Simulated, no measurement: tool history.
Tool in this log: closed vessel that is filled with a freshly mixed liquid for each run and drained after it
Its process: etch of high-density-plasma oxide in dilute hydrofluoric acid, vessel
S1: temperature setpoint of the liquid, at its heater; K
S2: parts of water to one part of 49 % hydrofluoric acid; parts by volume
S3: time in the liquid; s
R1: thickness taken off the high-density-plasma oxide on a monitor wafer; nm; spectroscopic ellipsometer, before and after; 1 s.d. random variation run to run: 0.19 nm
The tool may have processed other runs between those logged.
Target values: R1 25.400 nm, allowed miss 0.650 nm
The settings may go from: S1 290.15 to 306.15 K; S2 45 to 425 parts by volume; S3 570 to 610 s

run	day	S1	S2	S3	R1
1	0.000	298.15	235	570	13.540
2	0.329	298.15	235	570	13.560
3	0.429	299.65	220	570	15.709
4	0.817	299.65	180	570	19.792
5	0.938	300.65	180	570	20.730
6	1.142	301.65	180	570	21.725
7	1.350	302.15	180	570	21.583
8	1.725	302.65	180	570	22.430
9	1.788	303.15	180	570	22.747
10	2.029	303.65	180	570	23.105
11	2.133	304.15	180	570	23.733
12	2.242	304.65	180	570	23.984
13	2.358	304.65	180	570	24.007
14	2.696	305.15	180	570	24.416

Of the 5 settings listed for the next run, only one would bring every result within its allowed miss of target. Which one?
A	3.033	304.15	180	570	?
B	3.033	306.15	170	570	?
C	3.033	299.65	155	610	?
D	3.033	304.15	160	570	?
E	3.033	305.65	170	570	?

move	R1
A	23.359
B	26.851
C	25.477
D	26.973
E	26.394
A: moves away from the targets compared with the last run
B: takes the result that was furthest off past its target
C: all results in spec
D: takes the result that was furthest off past its target
E: takes the result that was furthest off past its target
C meets every target.
